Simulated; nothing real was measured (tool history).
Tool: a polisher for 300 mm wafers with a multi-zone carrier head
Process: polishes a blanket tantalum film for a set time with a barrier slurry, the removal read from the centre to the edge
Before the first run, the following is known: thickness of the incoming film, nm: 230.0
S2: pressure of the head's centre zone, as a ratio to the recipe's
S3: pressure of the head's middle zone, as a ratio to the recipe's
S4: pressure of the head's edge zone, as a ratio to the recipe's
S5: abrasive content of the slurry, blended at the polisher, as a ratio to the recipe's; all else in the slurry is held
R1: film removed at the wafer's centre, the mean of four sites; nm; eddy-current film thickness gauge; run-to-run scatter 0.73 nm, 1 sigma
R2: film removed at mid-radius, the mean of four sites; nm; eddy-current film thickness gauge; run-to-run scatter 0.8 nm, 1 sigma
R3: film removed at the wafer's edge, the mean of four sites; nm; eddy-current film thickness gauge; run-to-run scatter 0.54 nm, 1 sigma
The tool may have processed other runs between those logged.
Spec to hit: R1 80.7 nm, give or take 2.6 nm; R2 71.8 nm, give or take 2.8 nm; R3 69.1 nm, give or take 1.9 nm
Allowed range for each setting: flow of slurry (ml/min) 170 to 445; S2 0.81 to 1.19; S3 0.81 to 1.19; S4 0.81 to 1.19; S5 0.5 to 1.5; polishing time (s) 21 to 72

run 1 day=0 | flow_of_slurry_(ml/min)=285 S2=1 S3=1 S4=1 S5=1 polishing_time_(s)=46 | R1=58.28 R2=59.802 R3=59.811
run 2 day=0.283 | flow_of_slurry_(ml/min)=285 S2=1 S3=1 S4=1 S5=1 polishing_time_(s)=36 | R1=44.62 R2=46.498 R3=46.462
run 3 day=0.583 | flow_of_slurry_(ml/min)=305 S2=1.07 S3=1.02 S4=1.02 S5=1.15 polishing_time_(s)=39 | R1=53.941 R2=52.613 R3=52.942
run 4 day=0.788 | flow_of_slurry_(ml/min)=305 S2=1.07 S3=1.02 S4=1.02 S5=1.3 polishing_time_(s)=39 | R1=55.688 R2=55.348 R3=54.18
run 5 day=1.088 | flow_of_slurry_(ml/min)=305 S2=1.07 S3=1.02 S4=1.02 S5=1.15 polishing_time_(s)=39 | R1=54.023 R2=52.454 R3=52.93
run 6 day=1.367 | flow_of_slurry_(ml/min)=320 S2=1.11 S3=1.04 S4=1.02 S5=1.25 polishing_time_(s)=42 | R1=62.495 R2=59.613 R3=58.257
run 7 day=1.583 | flow_of_slurry_(ml/min)=335 S2=1.14 S3=1.04 S4=1.03 S5=1.35 polishing_time_(s)=43 | R1=66.057 R2=62.242 R3=61.528
run 8 day=1.867 | flow_of_slurry_(ml/min)=335 S2=1.16 S3=1.03 S4=1.01 S5=1.4 polishing_time_(s)=45 | R1=72.303 R2=65.749 R3=62.628
run 9 day=2.1 | flow_of_slurry_(ml/min)=335 S2=1.16 S3=1.03 S4=1.01 S5=1.4 polishing_time_(s)=45 | R1=71.066 R2=65.73 R3=64.365
run 10 day=2.329 | flow_of_slurry_(ml/min)=345 S2=1.17 S3=1.02 S4=0.99 S5=1.45 polishing_time_(s)=46 | R1=74.464 R2=66.246 R3=65.826
run 11 day=2.375 | flow_of_slurry_(ml/min)=345 S2=1.18 S3=1.03 S4=0.98 S5=1.45 polishing_time_(s)=47 | R1=77.268 R2=67.982 R3=66.302
run 12 day=2.612 | flow_of_slurry_(ml/min)=350 S2=1.18 S3=1.04 S4=0.98 S5=1.45 polishing_time_(s)=47 | R1=76.716 R2=68.881 R3=65.792

Consider the 5 candidate settings below. Which is the only one whose results all fall within their allowed miss of target?
run A day=2.85 | flow_of_slurry_(ml/min)=435 S2=1.16 S3=1 S4=0.94 S5=1.45 polishing_time_(s)=49 | R1=? R2=? R3=?
run B day=2.85 | flow_of_slurry_(ml/min)=445 S2=1.09 S3=1.1 S4=1.04 S5=1.5 polishing_time_(s)=49 | R1=? R2=? R3=?
run C day=2.85 | flow_of_slurry_(ml/min)=360 S2=1.13 S3=0.96 S4=0.91 S5=1.45 polishing_time_(s)=46 | R1=? R2=? R3=?
run D day=2.85 | flow_of_slurry_(ml/min)=390 S2=1.19 S3=0.97 S4=0.91 S5=1.45 polishing_time_(s)=48 | R1=? R2=? R3=?
run E day=2.85 | flow_of_slurry_(ml/min)=285 S2=1.12 S3=1.06 S4=1.05 S5=1.5 polishing_time_(s)=48 | R1=? R2=? R3=?

move=A R1=80.321 R2=71.807 R3=68.572
move=B R1=76.132 R2=78.533 R3=72.46
move=C R1=72.244 R2=64.193 R3=62.722
move=D R1=79.999 R2=67.997 R3=65.777
move=E R1=73.373 R2=71.632 R3=69.208
A: hits every target within its allowed miss
B: carries the result that was furthest off beyond its target, to the other side
C: the biggest miss grows against the last run
D: roughly where the last run was
E: gets the furthest-off result to its target, but another result is out of tolerance
So the answer is move A, the one that meets all the targets.

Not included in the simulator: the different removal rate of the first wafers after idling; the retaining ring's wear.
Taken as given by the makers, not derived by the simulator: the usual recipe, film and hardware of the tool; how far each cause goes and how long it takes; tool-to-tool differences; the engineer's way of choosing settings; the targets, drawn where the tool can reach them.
